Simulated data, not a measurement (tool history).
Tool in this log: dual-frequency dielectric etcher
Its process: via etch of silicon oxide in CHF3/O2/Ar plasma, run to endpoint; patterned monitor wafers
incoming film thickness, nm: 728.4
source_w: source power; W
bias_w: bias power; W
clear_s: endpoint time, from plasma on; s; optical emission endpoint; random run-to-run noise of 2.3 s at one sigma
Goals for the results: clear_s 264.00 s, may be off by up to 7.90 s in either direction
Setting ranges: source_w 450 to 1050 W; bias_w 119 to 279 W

run	day	source_w	bias_w	clear_s
1	0.000	750	199	317.68
2	0.258	790	205	310.19
3	0.521	790	239	284.17
4	0.596	810	241	278.85
5	0.792	730	241	287.37
6	1.142	730	206	313.06
7	1.325	760	214	300.55
8	1.700	780	220	295.00
9	2.067	800	223	290.61
10	2.408	820	225	286.69
11	2.617	840	227	285.39
12	2.679	860	230	280.44
13	2.979	870	232	280.84

Which one of the following 4 next-run settings gets every result inside its allowed miss? There is exactly one.
A	3.279	990	264	?
B	3.279	840	220	?
C	3.279	830	264	?
D	3.279	740	203	?

move	clear_s
A	252.11
B	289.91
C	265.99
D	313.63
A: carries the result that was furthest off beyond its target, to the other side
B: misses by more than the last run did
C: hits every target within its allowed miss
D: misses by more than the last run did
The right move is C.
